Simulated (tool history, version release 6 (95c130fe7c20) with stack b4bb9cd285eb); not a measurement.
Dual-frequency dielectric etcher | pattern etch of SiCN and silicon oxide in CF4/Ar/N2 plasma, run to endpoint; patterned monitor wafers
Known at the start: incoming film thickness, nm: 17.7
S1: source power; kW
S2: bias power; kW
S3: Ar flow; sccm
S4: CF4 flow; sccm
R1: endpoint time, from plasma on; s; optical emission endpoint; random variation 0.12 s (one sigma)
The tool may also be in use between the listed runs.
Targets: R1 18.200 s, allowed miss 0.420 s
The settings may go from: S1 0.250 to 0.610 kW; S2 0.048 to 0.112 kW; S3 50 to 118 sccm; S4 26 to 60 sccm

run	day	S1	S2	S3	S4	R1
1	0.000	0.430	0.080	84	43	21.233
2	0.029	0.440	0.080	84	43	20.728
3	0.392	0.450	0.080	84	43	20.181
4	0.438	0.450	0.069	84	43	21.274
5	0.479	0.450	0.069	84	46	21.091
6	0.825	0.450	0.069	71	46	20.195
7	0.908	0.460	0.069	71	46	19.816
8	1.283	0.480	0.069	71	46	19.130

Which of these 4 next moves meets every target?
A	1.658	0.510	0.083	74	45	?
B	1.658	0.500	0.066	67	49	?
C	1.658	0.540	0.079	81	37	?
D	1.658	0.530	0.070	74	52	?

move	R1
A	16.957
B	17.944
C	17.220
D	16.932
A: takes the result that was furthest off past its target
B: meets every target
C: takes the result that was furthest off past its target
D: takes the result that was furthest off past its target
Answer: B
